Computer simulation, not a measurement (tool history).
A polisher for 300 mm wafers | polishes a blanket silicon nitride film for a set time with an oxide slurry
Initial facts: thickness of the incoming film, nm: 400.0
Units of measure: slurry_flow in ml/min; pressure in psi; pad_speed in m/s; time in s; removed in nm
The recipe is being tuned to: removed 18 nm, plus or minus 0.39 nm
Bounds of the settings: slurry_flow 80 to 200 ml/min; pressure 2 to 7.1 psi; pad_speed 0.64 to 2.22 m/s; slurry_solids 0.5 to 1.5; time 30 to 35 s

| run | hour | slurry_flow | pressure | pad_speed | slurry_solids | time | removed |
|---|---|---|---|---|---|---|---|
| 1 | 0 | 130 | 4.5 | 1.42 | 1 | 35 | 42.705 |
| 2 | 1.3 | 110 | 4.5 | 1.42 | 1 | 35 | 41.238 |
| 3 | 6.7 | 110 | 4.5 | 1.42 | 1.1 | 35 | 42.221 |
| 4 | 13 | 110 | 4.5 | 1.42 | 1.1 | 30 | 36.222 |
| 5 | 14.9 | 125 | 4.5 | 1.42 | 1.1 | 30 | 37.139 |
| 6 | 19.9 | 120 | 3.9 | 1.36 | 1.1 | 30 | 31.196 |
| 7 | 20.7 | 115 | 3.4 | 1.34 | 1.1 | 30 | 26.872 |
| 8 | 25.1 | 110 | 3.1 | 1.34 | 1.1 | 30 | 24.19 |
| 9 | 31.8 | 105 | 2.9 | 1.34 | 1.1 | 30 | 22.28 |
| 10 | 36.4 | 100 | 2.8 | 1.34 | 1.1 | 30 | 21.514 |
| 11 | 39 | 95 | 2.7 | 1.34 | 1.1 | 30 | 20.556 |
| 12 | 43.2 | 80 | 2.2 | 1.34 | 1.1 | 30 | 16.304 |
| 13 | 44.6 | 85 | 2.2 | 1.34 | 1.1 | 30 | 16.577 |
| 14 | 46.7 | 90 | 2.2 | 1.34 | 1.1 | 30 | 16.629 |

Which of these 5 next moves meets every target?
| A | 48.8 | 95 | 2.2 | 1.34 | 1.05 | 32 | ? |
| B | 48.8 | 110 | 2 | 1.24 | 1.25 | 31 | ? |
| C | 48.8 | 140 | 2.8 | 0.96 | 0.9 | 30 | ? |
| D | 48.8 | 95 | 2.4 | 1.68 | 0.7 | 30 | ? |
| E | 48.8 | 100 | 2 | 1.12 | 1.1 | 31 | ? |

| move | removed |
|---|---|
| A | 17.827 |
| B | 16.061 |
| C | 16.635 |
| D | 19.505 |
| E | 14.014 |
A: hits every target within its allowed miss
B: moves away from the targets compared with the last run
C: no better and no worse than the last run
D: takes the biggest miss from the last run beyond its target
E: moves away from the targets compared with the last run
A is the move that brings every result within its allowed miss.
